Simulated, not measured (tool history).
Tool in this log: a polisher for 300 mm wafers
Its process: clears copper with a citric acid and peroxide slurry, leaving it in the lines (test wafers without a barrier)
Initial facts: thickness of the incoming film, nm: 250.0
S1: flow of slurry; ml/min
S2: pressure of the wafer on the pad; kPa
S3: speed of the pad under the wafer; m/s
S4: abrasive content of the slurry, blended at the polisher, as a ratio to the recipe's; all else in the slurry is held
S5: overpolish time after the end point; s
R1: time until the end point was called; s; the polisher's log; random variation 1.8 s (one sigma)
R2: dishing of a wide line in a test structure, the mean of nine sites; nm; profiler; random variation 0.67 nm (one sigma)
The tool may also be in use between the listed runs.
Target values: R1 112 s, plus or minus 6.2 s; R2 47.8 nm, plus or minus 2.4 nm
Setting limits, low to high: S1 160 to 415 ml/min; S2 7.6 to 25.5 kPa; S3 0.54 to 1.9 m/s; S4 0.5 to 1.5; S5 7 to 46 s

run  hour   S1    S2    S3  S4  S5      R1      R2
  1     0  265  16.5  1.22   1  24  147.14  26.484
  2   7.2  265  20.7  1.22   1  24  118.04  31.295
  3  11.2  265  20.7  1.22   1  27  119.63  34.399
  4  15.4  265  21.4  1.22   1  29  120.69  37.144
  5  18.2  265  23.4  1.22   1  29  109.59  40.378
     23.9  -- worn pad replaced by a new one
  6  23.9  265  23.4  1.22   1  31  97.786  47.043
  7  26.3  265  22.8  1.22   1  32  97.926  47.829
  8  33.5  265  21.4   1.2   1  33  107.74  45.978

Which one of the following 5 next-run settings gets every result inside its allowed miss? There is exactly one.
  A  40.7  200  22.8   1.3   0.9  34   ?   ?
  B  40.7  270  23.4  1.22  0.85  28   ?   ?
  C  40.7  245  22.8   1.1     1  31   ?   ?
  D  40.7  285  18.6  1.22   1.2  37   ?   ?
  E  40.7  305  22.1  1.04  0.85  32   ?   ?

move      R1      R2
   A  99.359  49.569
   B  99.749  42.825
   C  108.32   43.43
   D  114.23  47.204
   E  116.97  41.911
A: brings the last run's worst result on target, with another outside its allowed miss
B: the biggest miss grows against the last run
C: the biggest miss grows against the last run
D: every result within its allowed miss
E: the biggest miss grows against the last run
The move that meets every target is D.
